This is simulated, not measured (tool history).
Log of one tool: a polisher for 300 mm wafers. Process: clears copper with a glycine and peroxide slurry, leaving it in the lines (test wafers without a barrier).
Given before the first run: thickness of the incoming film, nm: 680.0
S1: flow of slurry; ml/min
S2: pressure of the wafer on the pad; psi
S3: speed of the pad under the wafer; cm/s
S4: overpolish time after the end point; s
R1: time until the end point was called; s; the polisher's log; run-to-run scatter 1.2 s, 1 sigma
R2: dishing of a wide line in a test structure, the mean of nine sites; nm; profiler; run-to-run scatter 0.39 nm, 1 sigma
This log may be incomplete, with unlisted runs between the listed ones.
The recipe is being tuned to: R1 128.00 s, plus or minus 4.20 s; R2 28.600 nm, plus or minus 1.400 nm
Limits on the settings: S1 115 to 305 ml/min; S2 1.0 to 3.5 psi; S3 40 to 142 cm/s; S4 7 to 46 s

{"run": 1, "hour": 0.0, "S1": 195, "S2": 2.2, "S3": 90, "S4": 24, "R1": 151.07, "R2": 43.59}
{"run": 2, "hour": 5.0, "S1": 165, "S2": 2.2, "S3": 96, "S4": 18, "R1": 145.34, "R2": 38.109}
{"run": 3, "hour": 13.0, "S1": 150, "S2": 2.2, "S3": 102, "S4": 14, "R1": 143.5, "R2": 33.322}
{"run": 4, "hour": 18.3, "S1": 150, "S2": 2.0, "S3": 102, "S4": 14, "R1": 148.78, "R2": 32.641}
{"run": 5, "hour": 22.6, "S1": 140, "S2": 2.1, "S3": 106, "S4": 12, "R1": 143.23, "R2": 29.725}
{"run": 6, "hour": 25.5, "S1": 140, "S2": 1.6, "S3": 106, "S4": 12, "R1": 167.73, "R2": 27.128}
{"run": 7, "hour": 28.4, "S1": 140, "S2": 1.6, "S3": 106, "S4": 12, "R1": 165.67, "R2": 27.098}
{"run": 8, "hour": 35.8, "S1": 155, "S2": 1.7, "S3": 110, "S4": 11, "R1": 155.12, "R2": 26.819}
{"run": 9, "hour": 42.2, "S1": 160, "S2": 1.9, "S3": 112, "S4": 10, "R1": 142.81, "R2": 26.343}
{"run": 10, "hour": 47.5, "S1": 165, "S2": 2.0, "S3": 112, "S4": 10, "R1": 136.85, "R2": 26.035}
{"run": 11, "hour": 53.2, "S1": 165, "S2": 2.1, "S3": 112, "S4": 10, "R1": 132.42, "R2": 27.535}

Pick the move, out of 5, that brings all results within their allowed miss; only one does.
{"run": "A", "hour": 58.9, "S1": 140, "S2": 2.1, "S3": 122, "S4": 12, "R1": "?", "R2": "?"}
{"run": "B", "hour": 58.9, "S1": 130, "S2": 2.1, "S3": 114, "S4": 11, "R1": "?", "R2": "?"}
{"run": "C", "hour": 58.9, "S1": 135, "S2": 1.8, "S3": 118, "S4": 10, "R1": "?", "R2": "?"}
{"run": "D", "hour": 58.9, "S1": 130, "S2": 2.0, "S3": 128, "S4": 10, "R1": "?", "R2": "?"}
{"run": "E", "hour": 58.9, "S1": 155, "S2": 2.3, "S3": 108, "S4": 9, "R1": "?", "R2": "?"}

move=A R1=128.65 R2=31.595
move=B R1=137.56 R2=28.656
move=C R1=145.70 R2=25.749
move=D R1=129.04 R2=27.889
move=E R1=132.10 R2=25.627
A: corrects the largest miss of the last run, while another result sits out of spec
B: the biggest miss grows against the last run
C: the biggest miss grows against the last run
D: all results land within tolerance of their targets
E: corrects the largest miss of the last run, while another result sits out of spec
So the answer is move D, the one that meets all the targets.
